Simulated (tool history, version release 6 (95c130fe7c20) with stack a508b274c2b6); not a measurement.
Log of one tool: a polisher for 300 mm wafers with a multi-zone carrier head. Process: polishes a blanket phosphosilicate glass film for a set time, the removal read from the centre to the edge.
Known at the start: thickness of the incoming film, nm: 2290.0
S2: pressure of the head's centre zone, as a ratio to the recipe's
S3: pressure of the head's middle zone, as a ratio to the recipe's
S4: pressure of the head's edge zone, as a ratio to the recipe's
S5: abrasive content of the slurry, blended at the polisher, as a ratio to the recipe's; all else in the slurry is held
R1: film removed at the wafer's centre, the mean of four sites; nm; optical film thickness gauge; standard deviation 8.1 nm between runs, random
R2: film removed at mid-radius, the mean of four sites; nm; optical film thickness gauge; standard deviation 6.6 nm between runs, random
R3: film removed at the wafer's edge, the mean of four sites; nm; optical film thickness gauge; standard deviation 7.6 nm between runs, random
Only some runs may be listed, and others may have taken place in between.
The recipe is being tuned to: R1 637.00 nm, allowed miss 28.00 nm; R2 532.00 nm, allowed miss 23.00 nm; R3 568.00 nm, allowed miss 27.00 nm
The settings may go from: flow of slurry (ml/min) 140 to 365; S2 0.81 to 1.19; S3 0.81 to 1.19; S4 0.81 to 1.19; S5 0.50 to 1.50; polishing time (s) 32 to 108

run 1 hour=0.0 | flow_of_slurry_(ml/min)=235 S2=1.00 S3=1.00 S4=1.00 S5=1.00 polishing_time_(s)=70 | R1=613.13 R2=624.08 R3=654.26
run 2 hour=7.3 | flow_of_slurry_(ml/min)=235 S2=1.08 S3=1.00 S4=1.00 S5=1.00 polishing_time_(s)=70 | R1=666.04 R2=626.50 R3=638.01
run 3 hour=14.6 | flow_of_slurry_(ml/min)=230 S2=1.09 S3=0.97 S4=0.98 S5=0.95 polishing_time_(s)=70 | R1=669.47 R2=610.71 R3=629.15
run 4 hour=20.2 | flow_of_slurry_(ml/min)=230 S2=1.09 S3=0.97 S4=1.05 S5=0.95 polishing_time_(s)=70 | R1=679.77 R2=587.23 R3=643.12
run 5 hour=25.3 | flow_of_slurry_(ml/min)=230 S2=1.10 S3=0.97 S4=1.04 S5=0.90 polishing_time_(s)=70 | R1=645.20 R2=575.39 R3=619.97
run 6 hour=27.8 | flow_of_slurry_(ml/min)=255 S2=1.10 S3=0.97 S4=1.04 S5=0.90 polishing_time_(s)=70 | R1=668.43 R2=598.43 R3=616.33
run 7 hour=36.8 | flow_of_slurry_(ml/min)=250 S2=1.11 S3=0.96 S4=1.04 S5=0.85 polishing_time_(s)=70 | R1=640.83 R2=565.34 R3=623.82
run 8 hour=43.2 | flow_of_slurry_(ml/min)=250 S2=1.13 S3=0.96 S4=1.03 S5=0.85 polishing_time_(s)=69 | R1=639.85 R2=551.52 R3=599.22

4 next moves are on the table. One of them brings every result within its allowed miss. Which?
run A hour=49.6 | flow_of_slurry_(ml/min)=265 S2=1.03 S3=0.83 S4=1.00 S5=1.05 polishing_time_(s)=67 | R1=? R2=? R3=?
run B hour=49.6 | flow_of_slurry_(ml/min)=255 S2=1.15 S3=0.96 S4=1.01 S5=0.85 polishing_time_(s)=66 | R1=? R2=? R3=?
run C hour=49.6 | flow_of_slurry_(ml/min)=330 S2=1.17 S3=1.08 S4=1.04 S5=1.10 polishing_time_(s)=56 | R1=? R2=? R3=?
run D hour=49.6 | flow_of_slurry_(ml/min)=255 S2=1.12 S3=0.93 S4=1.05 S5=0.85 polishing_time_(s)=71 | R1=? R2=? R3=?

move=A R1=635.18 R2=534.16 R3=646.95
move=B R1=620.24 R2=526.04 R3=567.44
move=C R1=633.37 R2=581.10 R3=571.22
move=D R1=649.57 R2=551.11 R3=622.40
A: lands further from the targets than the last run did
B: every result within its allowed miss
C: meets the target for the result that was furthest off, but another lies outside its allowed miss
D: lands further from the targets than the last run did
Move B is the one to make.
